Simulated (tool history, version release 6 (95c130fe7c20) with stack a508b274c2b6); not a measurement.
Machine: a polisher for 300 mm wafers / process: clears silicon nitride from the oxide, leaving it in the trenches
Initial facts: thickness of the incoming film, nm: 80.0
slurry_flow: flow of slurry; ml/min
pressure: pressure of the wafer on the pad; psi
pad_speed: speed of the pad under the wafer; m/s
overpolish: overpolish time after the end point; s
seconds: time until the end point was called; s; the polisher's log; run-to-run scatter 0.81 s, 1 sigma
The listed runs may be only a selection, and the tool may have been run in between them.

run,hour,slurry_flow,pressure,pad_speed,overpolish,seconds
1,0,190,2.9,0.96,40,75.645
2,3.2,190,3,0.96,40,72.407
3,8.1,190,3,0.96,43,72.531
4,13.1,190,2.5,0.96,43,83.691
5,18.7,190,2.5,1.2,43,70.833
6,24.8,210,2.5,1.2,43,68.538
7,31.2,215,2.6,1.2,43,68.48

Expected results for the next run?
8,36.2,215,2.7,1.2,43,?

{"run 8": {"seconds": 65.674}}
